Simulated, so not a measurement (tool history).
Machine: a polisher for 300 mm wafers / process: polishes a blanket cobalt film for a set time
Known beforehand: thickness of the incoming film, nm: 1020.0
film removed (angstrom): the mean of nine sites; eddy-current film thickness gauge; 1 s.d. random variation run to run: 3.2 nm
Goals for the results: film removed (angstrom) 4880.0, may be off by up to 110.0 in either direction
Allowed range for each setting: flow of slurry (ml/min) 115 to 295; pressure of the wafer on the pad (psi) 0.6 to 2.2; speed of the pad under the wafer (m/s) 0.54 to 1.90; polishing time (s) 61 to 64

run	hour	flow of slurry (ml/min)	pressure of the wafer on the pad (psi)	speed of the pad under the wafer (m/s)	polishing time (s)	film removed (angstrom)
1	0.0	190	1.4	1.22	61	3055.9
2	7.3	200	1.5	1.22	61	3291.8
3	10.1	200	1.5	1.22	64	3499.9
4	11.4	240	1.5	1.22	64	3579.1
5	18.3	240	1.6	1.22	64	3749.0
6	23.2	205	1.6	1.22	64	3730.8
7	26.9	205	1.7	1.22	64	3928.2
8	34.1	205	1.8	1.22	64	4130.3
9	36.8	205	1.8	1.22	64	4224.0
10	44.7	210	1.9	1.22	64	4452.0

Next run, 4 choices. One meets every target within its allowed miss, the rest don't. Which?
A	52.6	185	1.8	1.38	64	?
B	52.6	165	2.0	1.24	64	?
C	52.6	145	2.0	1.28	64	?
D	52.6	200	2.1	1.22	64	?

move	film removed (angstrom)
A	4696.0
B	4631.9
C	4704.9
D	4884.5
A: an improvement on the last run, though not all results are within tolerance
B: an improvement on the last run, though not all results are within tolerance
C: an improvement on the last run, though not all results are within tolerance
D: hits every target within its allowed miss
Correct choice: D, which meets every target
